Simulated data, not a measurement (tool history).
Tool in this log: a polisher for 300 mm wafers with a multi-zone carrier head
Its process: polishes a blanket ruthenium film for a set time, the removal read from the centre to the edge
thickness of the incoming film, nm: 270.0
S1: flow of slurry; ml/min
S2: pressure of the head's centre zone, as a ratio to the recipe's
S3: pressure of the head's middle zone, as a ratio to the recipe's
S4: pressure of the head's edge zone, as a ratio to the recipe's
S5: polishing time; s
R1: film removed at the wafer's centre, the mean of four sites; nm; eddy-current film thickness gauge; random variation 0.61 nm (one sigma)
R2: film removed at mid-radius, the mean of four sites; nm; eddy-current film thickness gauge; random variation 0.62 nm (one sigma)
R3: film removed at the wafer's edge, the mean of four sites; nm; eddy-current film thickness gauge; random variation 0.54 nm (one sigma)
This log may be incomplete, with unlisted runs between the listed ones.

run  hour   S1    S2    S3    S4  S5      R1      R2      R3
  1     0  270     1     1     1  83  69.796  72.883  68.926
  2     6  290  1.04  1.05  1.05  85  72.166  77.186  73.117
  3   9.8  290  0.97  1.05  1.05  85   69.62  77.233   73.27
  4  12.8  290  0.97  1.01  1.05  85   69.86  74.252  73.463
  5  13.8  310  1.03  1.05  1.05  88  74.662  79.967  76.021
  6  17.6  310  1.07  1.07  1.05  91  80.162  84.011  78.326
  7    25  315   1.1   1.1  1.06  92  81.256   87.54  79.043
  8  27.1  325  1.13  1.11  1.07  93  84.789  89.217   82.07
  9    29  335  1.15  1.12  1.07  93  85.732  89.845  81.495
 10  35.1  340  1.16  1.13  1.07  93   86.34  91.462   81.79
 11  42.6  340  1.16  1.13  1.07  93  85.528  90.585  81.626

Forecast run 12:
 12  44.5  340  1.17  1.14  1.07  94   ?   ?   ?

Run 12 measured R1 87.191 nm, R2 92.312 nm, R3 81.993 nm.
